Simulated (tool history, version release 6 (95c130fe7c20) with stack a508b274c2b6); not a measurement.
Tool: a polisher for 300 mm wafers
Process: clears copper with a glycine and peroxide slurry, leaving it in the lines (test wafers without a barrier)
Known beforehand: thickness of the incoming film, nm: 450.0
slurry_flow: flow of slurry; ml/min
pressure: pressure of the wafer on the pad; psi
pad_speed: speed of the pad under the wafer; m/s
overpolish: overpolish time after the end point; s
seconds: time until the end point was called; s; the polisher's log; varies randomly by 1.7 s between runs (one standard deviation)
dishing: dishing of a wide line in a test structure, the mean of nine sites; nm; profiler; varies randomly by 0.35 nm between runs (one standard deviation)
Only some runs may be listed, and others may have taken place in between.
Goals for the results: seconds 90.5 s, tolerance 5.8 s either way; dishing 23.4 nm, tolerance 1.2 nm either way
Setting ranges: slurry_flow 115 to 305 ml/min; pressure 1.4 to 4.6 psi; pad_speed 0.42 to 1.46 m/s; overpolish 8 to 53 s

run 1 hour=0 | slurry_flow=195 pressure=3 pad_speed=0.94 overpolish=27 | seconds=97.599 dishing=52.642
run 2 hour=2.6 | slurry_flow=175 pressure=2.6 pad_speed=1.04 overpolish=22 | seconds=100.44 dishing=44.35
run 3 hour=6.9 | slurry_flow=175 pressure=2.6 pad_speed=1.04 overpolish=30 | seconds=98.772 dishing=51.994
run 4 hour=8.4 | slurry_flow=160 pressure=2.3 pad_speed=1.14 overpolish=24 | seconds=100.15 dishing=47.123
-- hour=13.1 slurry nozzle cleaned
run 5 hour=13.1 | slurry_flow=150 pressure=2.1 pad_speed=1.18 overpolish=20 | seconds=103.46 dishing=41.226
run 6 hour=20.2 | slurry_flow=140 pressure=1.9 pad_speed=1.24 overpolish=17 | seconds=105.44 dishing=36.49
run 7 hour=24.3 | slurry_flow=135 pressure=1.8 pad_speed=1.3 overpolish=15 | seconds=104.53 dishing=33.016
run 8 hour=30.2 | slurry_flow=115 pressure=1.5 pad_speed=1.46 overpolish=8 | seconds=112.37 dishing=20.127

Below are 5 possible settings for the next run. Only one of them brings all results inside the allowed miss of their targets. Which is it?
run A hour=36.1 | slurry_flow=115 pressure=2 pad_speed=1.46 overpolish=8 | seconds=? dishing=?
run B hour=36.1 | slurry_flow=120 pressure=1.6 pad_speed=1.24 overpolish=10 | seconds=? dishing=?
run C hour=36.1 | slurry_flow=165 pressure=1.4 pad_speed=1.22 overpolish=12 | seconds=? dishing=?
run D hour=36.1 | slurry_flow=120 pressure=1.9 pad_speed=1.46 overpolish=10 | seconds=? dishing=?
run E hour=36.1 | slurry_flow=115 pressure=1.4 pad_speed=1.12 overpolish=12 | seconds=? dishing=?

move=A seconds=88.428 dishing=23.498
move=B seconds=115.18 dishing=22.782
move=C seconds=121.28 dishing=25.255
move=D seconds=90.915 dishing=27.334
move=E seconds=134.8 dishing=23.301
A: each result inside its tolerance
B: its largest miss is bigger than the last run's
C: its largest miss is bigger than the last run's
D: puts the biggest miss on target and leaves a different result outside tolerance
E: its largest miss is bigger than the last run's
The right move is A.
